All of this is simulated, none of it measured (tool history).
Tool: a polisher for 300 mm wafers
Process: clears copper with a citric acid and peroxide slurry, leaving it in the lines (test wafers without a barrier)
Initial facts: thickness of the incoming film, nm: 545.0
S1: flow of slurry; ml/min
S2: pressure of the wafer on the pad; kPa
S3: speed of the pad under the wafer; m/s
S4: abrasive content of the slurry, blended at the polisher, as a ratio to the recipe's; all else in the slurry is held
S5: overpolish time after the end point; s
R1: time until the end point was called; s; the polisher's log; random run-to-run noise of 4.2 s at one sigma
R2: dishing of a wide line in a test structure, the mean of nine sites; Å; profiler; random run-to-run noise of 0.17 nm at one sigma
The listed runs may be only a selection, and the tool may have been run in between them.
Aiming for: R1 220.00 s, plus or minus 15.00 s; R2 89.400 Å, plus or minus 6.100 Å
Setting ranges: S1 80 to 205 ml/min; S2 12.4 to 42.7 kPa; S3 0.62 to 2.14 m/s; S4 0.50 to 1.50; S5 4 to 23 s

| run | hour | S1 | S2 | S3 | S4 | S5 | R1 | R2 |
|---|---|---|---|---|---|---|---|---|
| 1 | 0.0 | 135 | 27.6 | 1.38 | 1.00 | 12 | 122.12 | 447.890 |
| 2 | 5.8 | 135 | 27.6 | 1.38 | 1.00 | 15 | 120.77 | 556.570 |
| 3 | 12.3 | 135 | 27.6 | 1.24 | 1.00 | 15 | 131.78 | 503.990 |
| 4 | 16.9 | 135 | 27.6 | 1.24 | 1.20 | 15 | 123.90 | 503.670 |
| 5 | 19.2 | 140 | 24.8 | 1.08 | 1.25 | 12 | 155.05 | 357.700 |
| 6 | 23.8 | 125 | 24.8 | 1.08 | 1.25 | 12 | 158.46 | 343.540 |
| 7 | 25.9 | 115 | 23.4 | 0.96 | 1.30 | 10 | 180.46 | 264.640 |
| 8 | 29.7 | 105 | 22.1 | 0.88 | 1.35 | 9 | 208.76 | 204.980 |
| 9 | 31.8 | 100 | 20.0 | 0.94 | 1.40 | 8 | 216.68 | 182.410 |
| 10 | 38.9 | 95 | 17.9 | 1.00 | 1.40 | 7 | 213.57 | 152.830 |
| 11 | 40.0 | 90 | 16.5 | 1.06 | 1.30 | 6 | 227.54 | 129.040 |
| 12 | 41.5 | 90 | 15.9 | 1.16 | 1.20 | 6 | 214.30 | 132.620 |
| 13 | 47.2 | 90 | 15.9 | 1.16 | 1.20 | 6 | 221.98 | 131.610 |
| 14 | 54.7 | 90 | 15.2 | 1.24 | 1.05 | 6 | 216.11 | 132.100 |
| 15 | 57.3 | 90 | 14.5 | 1.26 | 1.00 | 6 | 226.95 | 132.950 |
| 16 | 65.0 | 90 | 13.8 | 1.24 | 1.10 | 6 | 227.09 | 131.800 |
| 17 | 70.2 | 90 | 13.8 | 1.22 | 1.15 | 6 | 229.82 | 130.130 |
| 18 | 72.1 | 90 | 13.8 | 1.26 | 1.05 | 6 | 231.31 | 128.340 |
| 19 | 77.7 | 90 | 13.8 | 1.22 | 1.15 | 6 | 228.31 | 128.800 |
| 20 | 78.3 | 90 | 12.4 | 0.96 | 1.40 | 4 | 291.44 | 70.627 |
| 21 | 83.2 | 100 | 13.1 | 0.98 | 1.40 | 4 | 268.30 | 72.460 |
| 22 | 86.8 | 100 | 13.8 | 1.00 | 1.40 | 4 | 258.33 | 78.889 |
| 23 | 89.8 | 105 | 14.5 | 1.02 | 1.40 | 4 | 242.99 | 81.467 |

Which single option among these 4 for the next run brings every result within its allowed miss of target? Just one does.
| A | 92.8 | 95 | 12.4 | 0.90 | 1.50 | 4 | ? | ? |
| B | 92.8 | 105 | 12.4 | 1.08 | 1.45 | 4 | ? | ? |
| C | 92.8 | 110 | 12.4 | 0.84 | 1.50 | 4 | ? | ? |
| D | 92.8 | 135 | 14.5 | 1.08 | 1.35 | 4 | ? | ? |

| move | R1 | R2 |
|---|---|---|
| A | 298.39 | 66.327 |
| B | 247.96 | 79.490 |
| C | 308.23 | 64.251 |
| D | 218.89 | 89.869 |
A: its largest miss is bigger than the last run's
B: its largest miss is bigger than the last run's
C: its largest miss is bigger than the last run's
D: every result lands within tolerance
Answer: D
